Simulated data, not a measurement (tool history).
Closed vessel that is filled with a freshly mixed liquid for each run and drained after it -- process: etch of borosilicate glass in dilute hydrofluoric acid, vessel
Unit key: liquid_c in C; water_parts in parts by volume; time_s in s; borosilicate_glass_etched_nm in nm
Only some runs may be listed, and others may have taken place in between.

Run 1, hour 0: liquid_c 25 C, water_parts 155 parts by volume, time_s 90 s. Result: borosilicate_glass_etched_nm 14.86 nm.
Run 2, hour 5.7: liquid_c 22.5 C, water_parts 155 parts by volume, time_s 90 s. Result: borosilicate_glass_etched_nm 13.419 nm.
Run 3, hour 14.5: liquid_c 20.5 C, water_parts 155 parts by volume, time_s 90 s. Result: borosilicate_glass_etched_nm 12.438 nm.
Run 4, hour 21: liquid_c 23 C, water_parts 155 parts by volume, time_s 90 s. Result: borosilicate_glass_etched_nm 13.694 nm.
Run 5, hour 24.4: liquid_c 23 C, water_parts 180 parts by volume, time_s 90 s. Result: borosilicate_glass_etched_nm 11.568 nm.
Run 6, hour 33.1: liquid_c 26 C, water_parts 180 parts by volume, time_s 90 s. Result: borosilicate_glass_etched_nm 12.861 nm.
Run 7, hour 41.7: liquid_c 28 C, water_parts 180 parts by volume, time_s 90 s. Result: borosilicate_glass_etched_nm 13.876 nm.
Run 8, hour 44.5: liquid_c 29.5 C, water_parts 180 parts by volume, time_s 90 s. Result: borosilicate_glass_etched_nm 14.653 nm.
Run 9, hour 45.9: liquid_c 30.5 C, water_parts 180 parts by volume, time_s 90 s. Result: borosilicate_glass_etched_nm 15.149 nm.
Run 10, hour 48.9: liquid_c 31.5 C, water_parts 180 parts by volume, time_s 90 s. Result: borosilicate_glass_etched_nm 15.854 nm.
At hour 54.4: hydrofluoric acid flow meter replaced.
Run 11, hour 54.4: liquid_c 32 C, water_parts 180 parts by volume, time_s 90 s. Result: borosilicate_glass_etched_nm 14.308 nm.
Run 12, hour 60.5: liquid_c 32.5 C, water_parts 170 parts by volume, time_s 90 s. Result: borosilicate_glass_etched_nm 15.618 nm.

The next listed run, before its measurement:
Run 13, hour 63.7: liquid_c 32.5 C, water_parts 165 parts by volume, time_s 90 s. Result: borosilicate_glass_etched_nm ?.

borosilicate_glass_etched_nm: 16.125 nm
